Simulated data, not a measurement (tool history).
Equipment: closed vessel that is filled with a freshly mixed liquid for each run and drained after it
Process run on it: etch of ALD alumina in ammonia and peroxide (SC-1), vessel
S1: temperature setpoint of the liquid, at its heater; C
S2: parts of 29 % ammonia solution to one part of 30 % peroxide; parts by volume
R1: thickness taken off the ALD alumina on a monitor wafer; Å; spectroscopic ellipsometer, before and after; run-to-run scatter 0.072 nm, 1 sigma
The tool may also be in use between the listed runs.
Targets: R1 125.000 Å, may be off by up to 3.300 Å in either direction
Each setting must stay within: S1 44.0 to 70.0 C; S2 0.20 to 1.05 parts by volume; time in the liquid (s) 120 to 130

Run 1, hour 0.0: S1 60.0 C, S2 0.55 parts by volume, time in the liquid (s) 120. Result: R1 82.309 Å.
Run 2, hour 2.0: S1 61.0 C, S2 0.55 parts by volume, time in the liquid (s) 120. Result: R1 87.388 Å.
Run 3, hour 3.5: S1 62.0 C, S2 0.55 parts by volume, time in the liquid (s) 120. Result: R1 92.072 Å.
Run 4, hour 10.2: S1 62.0 C, S2 0.55 parts by volume, time in the liquid (s) 130. Result: R1 98.246 Å.
Run 5, hour 15.5: S1 62.0 C, S2 0.35 parts by volume, time in the liquid (s) 130. Result: R1 94.517 Å.
Run 6, hour 17.7: S1 62.0 C, S2 0.35 parts by volume, time in the liquid (s) 130. Result: R1 94.017 Å.
Run 7, hour 22.6: S1 63.0 C, S2 0.35 parts by volume, time in the liquid (s) 130. Result: R1 99.416 Å.
Run 8, hour 29.5: S1 63.0 C, S2 0.35 parts by volume, time in the liquid (s) 130. Result: R1 100.240 Å.
Run 9, hour 33.8: S1 63.5 C, S2 0.35 parts by volume, time in the liquid (s) 130. Result: R1 100.880 Å.
Run 10, hour 37.4: S1 64.0 C, S2 0.35 parts by volume, time in the liquid (s) 130. Result: R1 105.170 Å.
Run 11, hour 42.3: S1 64.5 C, S2 0.35 parts by volume, time in the liquid (s) 130. Result: R1 108.140 Å.
Run 12, hour 43.5: S1 65.0 C, S2 0.35 parts by volume, time in the liquid (s) 130. Result: R1 110.190 Å.
At hour 48.6: ammonia flow meter replaced.
Run 13, hour 48.6: S1 65.5 C, S2 0.35 parts by volume, time in the liquid (s) 130. Result: R1 112.530 Å.
Run 14, hour 51.9: S1 66.0 C, S2 0.35 parts by volume, time in the liquid (s) 130. Result: R1 114.360 Å.
Run 15, hour 59.3: S1 66.0 C, S2 0.35 parts by volume, time in the liquid (s) 130. Result: R1 115.380 Å.

5 candidate next runs follow, results not yet known. Just one meets every target within its allowed miss. Identify it.
Run A, hour 66.7: S1 66.5 C, S2 0.35 parts by volume, time in the liquid (s) 130. Result: R1 ?.
Run B, hour 66.7: S1 67.5 C, S2 0.35 parts by volume, time in the liquid (s) 130. Result: R1 ?.
Run C, hour 66.7: S1 66.5 C, S2 0.25 parts by volume, time in the liquid (s) 120. Result: R1 ?.
Run D, hour 66.7: S1 70.0 C, S2 0.20 parts by volume, time in the liquid (s) 130. Result: R1 ?.
Run E, hour 66.7: S1 67.5 C, S2 0.45 parts by volume, time in the liquid (s) 120. Result: R1 ?.

move       R1
   A  117.330
   B  123.220
   C  104.920
   D  131.920
   E  116.470
A: closer than the last run, but not yet in spec
B: all results land within tolerance of their targets
C: further off than the last run
D: moves the result that the last run missed by most past its target, out the other side
E: closer than the last run, but not yet in spec
Go with B: it meets all targets.

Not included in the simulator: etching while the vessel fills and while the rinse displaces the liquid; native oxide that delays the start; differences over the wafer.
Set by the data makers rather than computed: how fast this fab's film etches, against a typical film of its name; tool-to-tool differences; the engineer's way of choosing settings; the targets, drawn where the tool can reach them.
